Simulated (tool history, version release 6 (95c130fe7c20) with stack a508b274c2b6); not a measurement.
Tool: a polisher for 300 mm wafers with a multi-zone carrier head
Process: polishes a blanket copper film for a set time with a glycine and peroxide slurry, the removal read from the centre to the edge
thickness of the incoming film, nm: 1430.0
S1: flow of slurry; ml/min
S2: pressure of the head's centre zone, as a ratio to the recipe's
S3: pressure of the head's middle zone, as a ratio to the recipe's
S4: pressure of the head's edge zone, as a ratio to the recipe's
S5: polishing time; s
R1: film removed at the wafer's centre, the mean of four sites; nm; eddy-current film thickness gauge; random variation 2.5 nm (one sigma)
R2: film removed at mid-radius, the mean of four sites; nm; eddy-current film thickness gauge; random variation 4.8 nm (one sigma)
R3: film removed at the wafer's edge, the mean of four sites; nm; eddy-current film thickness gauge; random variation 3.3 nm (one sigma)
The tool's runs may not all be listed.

run  hour   S1    S2    S3    S4  S5      R1      R2      R3
  1     0  315     1     1     1  42  233.75  234.83  230.17
  2   2.5  315     1     1     1  37  205.42  209.75  209.08
  3   9.1  315     1     1  1.06  37  206.71  206.18   209.9
  4  13.9  260     1     1  1.06  37  200.56  201.86  210.91
  5    18  250  1.02  1.03  1.06  43  233.39  246.55  241.49
  6  25.3  250  0.99  1.03  1.06  43  229.42  244.72  238.98
  7  34.3  245  1.03  1.04  1.08  47  262.55  265.06  266.85

The next listed run, before its measurement:
  8  40.5  245  1.05  1.07  1.09  49   ?   ?   ?

R1: 280.31 nm
R2: 281.88 nm
R3: 278.67 nm
